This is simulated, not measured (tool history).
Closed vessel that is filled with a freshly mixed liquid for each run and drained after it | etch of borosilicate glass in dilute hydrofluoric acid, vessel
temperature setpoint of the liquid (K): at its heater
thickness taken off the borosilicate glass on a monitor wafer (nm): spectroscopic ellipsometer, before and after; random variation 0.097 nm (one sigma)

| run | hour | temperature setpoint of the liquid (K) | parts of water to one part of 49 % hydrofluoric acid (parts by volume) | time in the liquid (s) | thickness taken off the borosilicate glass on a monitor wafer (nm) |
|---|---|---|---|---|---|
| 1 | 0 | 296.15 | 165 | 30 | 6.4576 |
| 2 | 2.7 | 298.65 | 155 | 30 | 7.6656 |
| 3 | 8.9 | 300.15 | 150 | 30 | 8.4423 |
| 4 | 15.8 | 301.15 | 145 | 30 | 8.9288 |
|  | 19.1 | hydrofluoric acid flow meter replaced |
| 5 | 19.1 | 301.15 | 145 | 30 | 8.3093 |
| 6 | 20.9 | 301.15 | 200 | 30 | 5.5943 |
| 7 | 24.7 | 304.15 | 135 | 30 | 9.9035 |
| 8 | 25.6 | 304.15 | 120 | 30 | 11.37 |

Forecast run 9:
| 9 | 29.1 | 303.65 | 120 | 30 | ? |

{"run 9": {"thickness taken off the borosilicate glass on a monitor wafer (nm)": 11.44}}

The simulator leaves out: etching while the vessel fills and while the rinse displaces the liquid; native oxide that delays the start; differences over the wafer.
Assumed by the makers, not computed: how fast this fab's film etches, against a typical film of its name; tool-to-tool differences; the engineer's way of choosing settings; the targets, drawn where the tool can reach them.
